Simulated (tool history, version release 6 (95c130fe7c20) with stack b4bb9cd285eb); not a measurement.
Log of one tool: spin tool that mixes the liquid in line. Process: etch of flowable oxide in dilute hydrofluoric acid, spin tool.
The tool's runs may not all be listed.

run  hour  temperature setpoint of the liquid (°C)  parts of water to one part of 49 % hydrofluoric acid (parts by volume)  time under the liquid (s)  thickness taken off the flowable oxide on a monitor wafer (angstrom)
  1   0.0                                     21.0                                                                      55                         15                                                                79.028
  2   7.0                                     21.0                                                                      55                         15                                                                79.718
  3   7.8                                     23.0                                                                      55                         15                                                                85.913
  4  12.5                                     24.5                                                                      55                         15                                                                91.097
  5  18.7                                     24.5                                                                      45                         15                                                               113.460
  6  20.2                                     22.0                                                                      45                         15                                                               102.670
  7  23.7                                     23.0                                                                      45                         15                                                               106.920

Predict the results of run 8:
  8  32.0                                     23.5                                                                      45                         15                                                                     ?

thickness taken off the flowable oxide on a monitor wafer (angstrom): 109.560
